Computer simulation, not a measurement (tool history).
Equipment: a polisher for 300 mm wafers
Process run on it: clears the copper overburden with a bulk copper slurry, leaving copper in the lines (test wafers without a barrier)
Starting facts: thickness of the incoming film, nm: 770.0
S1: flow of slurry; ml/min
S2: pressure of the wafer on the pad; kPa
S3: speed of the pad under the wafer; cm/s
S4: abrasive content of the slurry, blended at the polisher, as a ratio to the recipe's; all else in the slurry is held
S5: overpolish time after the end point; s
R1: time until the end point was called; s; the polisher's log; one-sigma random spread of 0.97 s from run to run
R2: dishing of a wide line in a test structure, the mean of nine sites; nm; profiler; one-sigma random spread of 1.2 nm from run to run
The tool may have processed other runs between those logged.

| run | hour | S1 | S2 | S3 | S4 | S5 | R1 | R2 |
|---|---|---|---|---|---|---|---|---|
| 1 | 0.0 | 220 | 16.5 | 132 | 1.00 | 24 | 64.709 | 111.510 |
| 2 | 3.2 | 220 | 16.5 | 132 | 1.00 | 23 | 66.670 | 110.950 |
| 3 | 8.5 | 220 | 16.5 | 132 | 1.00 | 15 | 65.608 | 91.356 |
| 4 | 10.7 | 220 | 16.5 | 164 | 1.00 | 15 | 53.798 | 99.726 |
| 5 | 18.5 | 220 | 16.5 | 164 | 1.00 | 9 | 54.238 | 74.001 |
| 6 | 23.7 | 220 | 16.5 | 164 | 0.90 | 9 | 53.534 | 75.058 |
| 7 | 30.9 | 220 | 16.5 | 164 | 0.90 | 9 | 56.221 | 74.040 |
| 8 | 33.4 | 225 | 15.9 | 160 | 0.95 | 11 | 57.203 | 82.136 |
| 9 | 41.0 | 225 | 15.2 | 160 | 1.00 | 12 | 60.084 | 84.348 |

Run 10 comes next. What will it give?
|  | 49.5 | slurry blender recalibrated |
| 10 | 49.5 | 225 | 14.5 | 160 | 1.05 | 12 | ? | ? |

{"run 10": {"R1": 60.664, "R2": 83.621}}

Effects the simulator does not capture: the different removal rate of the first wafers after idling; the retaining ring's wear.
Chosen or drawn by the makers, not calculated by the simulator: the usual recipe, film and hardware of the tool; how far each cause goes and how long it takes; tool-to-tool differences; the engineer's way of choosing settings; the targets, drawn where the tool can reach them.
